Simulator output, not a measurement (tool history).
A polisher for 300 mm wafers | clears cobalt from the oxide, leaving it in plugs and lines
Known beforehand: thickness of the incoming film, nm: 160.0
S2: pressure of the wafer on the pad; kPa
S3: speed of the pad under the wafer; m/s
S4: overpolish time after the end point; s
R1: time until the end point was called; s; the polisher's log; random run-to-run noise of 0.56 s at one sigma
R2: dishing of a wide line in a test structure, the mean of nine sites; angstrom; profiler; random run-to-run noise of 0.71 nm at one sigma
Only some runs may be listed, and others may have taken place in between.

{"run": 1, "hour": 0.0, "flow of slurry (ml/min)": 135, "S2": 13.8, "S3": 1.24, "S4": 19, "R1": 28.796, "R2": 511.28}
{"run": 2, "hour": 6.5, "flow of slurry (ml/min)": 135, "S2": 13.8, "S3": 1.24, "S4": 26, "R1": 29.385, "R2": 602.48}
{"run": 3, "hour": 8.0, "flow of slurry (ml/min)": 150, "S2": 13.8, "S3": 1.24, "S4": 26, "R1": 28.507, "R2": 561.53}
{"run": 4, "hour": 11.0, "flow of slurry (ml/min)": 150, "S2": 13.8, "S3": 1.24, "S4": 20, "R1": 28.414, "R2": 553.03}
{"run": 5, "hour": 16.7, "flow of slurry (ml/min)": 150, "S2": 13.8, "S3": 1.24, "S4": 25, "R1": 29.089, "R2": 605.64}
{"run": 6, "hour": 22.8, "flow of slurry (ml/min)": 140, "S2": 11, "S3": 1.12, "S4": 20, "R1": 39.061, "R2": 475.83}
{"run": 7, "hour": 23.7, "flow of slurry (ml/min)": 130, "S2": 9.7, "S3": 1.04, "S4": 16, "R1": 47.663, "R2": 365.41}
{"run": 8, "hour": 31.4, "flow of slurry (ml/min)": 120, "S2": 8.3, "S3": 1.02, "S4": 16, "R1": 56.517, "R2": 335.17}
{"run": 9, "hour": 32.2, "flow of slurry (ml/min)": 110, "S2": 7.6, "S3": 1.02, "S4": 16, "R1": 61.977, "R2": 310.88}

Run 10 is up next; what results do you expect?
{"run": 10, "hour": 33.6, "flow of slurry (ml/min)": 80, "S2": 6.9, "S3": 1.02, "S4": 18, "R1": "?", "R2": "?"}

Logged for run 10: R1 69.686 s, R2 309.65 angstrom.
